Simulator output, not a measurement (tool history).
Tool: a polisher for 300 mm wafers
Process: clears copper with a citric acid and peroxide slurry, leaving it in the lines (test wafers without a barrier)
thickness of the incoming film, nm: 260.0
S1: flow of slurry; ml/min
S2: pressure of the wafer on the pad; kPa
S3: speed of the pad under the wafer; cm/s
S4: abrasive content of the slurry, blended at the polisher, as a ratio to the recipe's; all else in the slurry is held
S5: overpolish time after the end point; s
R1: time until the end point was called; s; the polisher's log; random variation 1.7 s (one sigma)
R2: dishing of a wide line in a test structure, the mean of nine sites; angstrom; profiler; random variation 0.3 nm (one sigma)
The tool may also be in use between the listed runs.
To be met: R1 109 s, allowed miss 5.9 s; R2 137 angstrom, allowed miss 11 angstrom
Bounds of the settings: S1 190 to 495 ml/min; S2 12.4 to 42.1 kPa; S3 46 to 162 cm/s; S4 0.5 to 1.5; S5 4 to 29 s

{"run": 1, "hour": 0.0, "S1": 320, "S2": 26.9, "S3": 104, "S4": 1, "S5": 15, "R1": 89.744, "R2": 241.19}
{"run": 2, "hour": 3.2, "S1": 350, "S2": 26.9, "S3": 104, "S4": 1, "S5": 15, "R1": 89.736, "R2": 230.76}
{"run": 3, "hour": 10.2, "S1": 350, "S2": 22.1, "S3": 104, "S4": 1, "S5": 15, "R1": 109.32, "R2": 199.86}
{"run": 4, "hour": 12.7, "S1": 355, "S2": 22.1, "S3": 104, "S4": 1, "S5": 14, "R1": 110.15, "R2": 200.48}
{"run": 5, "hour": 13.5, "S1": 355, "S2": 24.8, "S3": 104, "S4": 1, "S5": 14, "R1": 96.449, "R2": 204.9}
{"run": 6, "hour": 14.3, "S1": 355, "S2": 27.6, "S3": 104, "S4": 1, "S5": 14, "R1": 86.74, "R2": 234.51}
{"run": 7, "hour": 17.6, "S1": 355, "S2": 20, "S3": 106, "S4": 1, "S5": 7, "R1": 117.08, "R2": 106.64}
{"run": 8, "hour": 24.0, "S1": 355, "S2": 22.8, "S3": 104, "S4": 1, "S5": 10, "R1": 104.68, "R2": 150.79}

5 next moves are on the table. One of them brings every result within its allowed miss. Which?
{"run": "A", "hour": 30.4, "S1": 350, "S2": 23.4, "S3": 100, "S4": 1.05, "S5": 12, "R1": "?", "R2": "?"}
{"run": "B", "hour": 30.4, "S1": 350, "S2": 19.3, "S3": 118, "S4": 1, "S5": 14, "R1": "?", "R2": "?"}
{"run": "C", "hour": 30.4, "S1": 350, "S2": 24.1, "S3": 96, "S4": 0.9, "S5": 9, "R1": "?", "R2": "?"}
{"run": "D", "hour": 30.4, "S1": 320, "S2": 24.8, "S3": 98, "S4": 0.95, "S5": 13, "R1": "?", "R2": "?"}
{"run": "E", "hour": 30.4, "S1": 330, "S2": 19.3, "S3": 126, "S4": 0.95, "S5": 13, "R1": "?", "R2": "?"}

move=A R1=106.91 R2=178.63
move=B R1=110.71 R2=194.83
move=C R1=110.85 R2=137.45
move=D R1=105.4 R2=192.32
move=E R1=105.12 R2=191.53
A: further off than the last run
B: further off than the last run
C: meets every target
D: further off than the last run
E: further off than the last run
Answer: C
